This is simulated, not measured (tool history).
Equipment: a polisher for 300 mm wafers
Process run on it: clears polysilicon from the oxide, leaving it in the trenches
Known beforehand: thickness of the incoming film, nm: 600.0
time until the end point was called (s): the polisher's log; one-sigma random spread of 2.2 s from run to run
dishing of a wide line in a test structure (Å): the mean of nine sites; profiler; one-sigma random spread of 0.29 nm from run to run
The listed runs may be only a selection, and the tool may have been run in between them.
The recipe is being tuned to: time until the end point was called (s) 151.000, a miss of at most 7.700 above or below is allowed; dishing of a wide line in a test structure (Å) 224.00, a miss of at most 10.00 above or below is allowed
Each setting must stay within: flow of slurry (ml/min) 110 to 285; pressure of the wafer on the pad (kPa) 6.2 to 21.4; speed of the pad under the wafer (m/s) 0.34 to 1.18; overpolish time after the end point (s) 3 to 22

| run | hour | flow of slurry (ml/min) | pressure of the wafer on the pad (kPa) | speed of the pad under the wafer (m/s) | overpolish time after the end point (s) | time until the end point was called (s) | dishing of a wide line in a test structure (Å) |
|---|---|---|---|---|---|---|---|
| 1 | 0.0 | 180 | 13.8 | 0.76 | 11 | 87.380 | 504.03 |
| 2 | 6.1 | 180 | 13.8 | 0.76 | 13 | 85.023 | 555.06 |
| 3 | 12.0 | 180 | 13.1 | 0.74 | 12 | 89.126 | 517.43 |
| 4 | 18.5 | 180 | 13.1 | 0.74 | 8 | 90.912 | 407.80 |
| 5 | 19.9 | 180 | 12.4 | 0.72 | 7 | 93.688 | 358.19 |
| 6 | 26.4 | 180 | 12.4 | 0.64 | 7 | 103.280 | 351.08 |
| 7 | 27.5 | 180 | 11.7 | 0.64 | 7 | 103.740 | 331.35 |
| 8 | 28.7 | 180 | 11.0 | 0.62 | 7 | 110.610 | 323.49 |
| 9 | 29.9 | 180 | 10.3 | 0.60 | 7 | 118.330 | 305.40 |
| 10 | 31.0 | 185 | 6.2 | 0.60 | 3 | 148.840 | 122.80 |
| 11 | 32.1 | 185 | 6.9 | 0.56 | 3 | 146.570 | 122.63 |
| 12 | 38.6 | 180 | 7.6 | 0.54 | 3 | 147.410 | 124.29 |
| 13 | 47.0 | 180 | 8.3 | 0.52 | 4 | 144.930 | 168.85 |
| 14 | 54.4 | 180 | 8.3 | 0.50 | 4 | 142.610 | 165.52 |
| 15 | 55.5 | 175 | 6.9 | 0.54 | 10 | 151.110 | 331.23 |

Which of these 4 next moves meets every target?
| A | 56.6 | 165 | 6.2 | 0.54 | 5 | ? | ? |
| B | 56.6 | 210 | 6.2 | 0.58 | 5 | ? | ? |
| C | 56.6 | 180 | 7.6 | 0.56 | 5 | ? | ? |
| D | 56.6 | 220 | 7.6 | 0.50 | 6 | ? | ? |

| move | time until the end point was called (s) | dishing of a wide line in a test structure (Å) |
|---|---|---|
| A | 158.840 | 182.75 |
| B | 146.940 | 195.44 |
| C | 140.740 | 202.76 |
| D | 146.060 | 229.06 |
A: takes the result that was furthest off past its target
B: takes the result that was furthest off past its target
C: takes the result that was furthest off past its target
D: meets every target
Correct choice: D, which meets every target
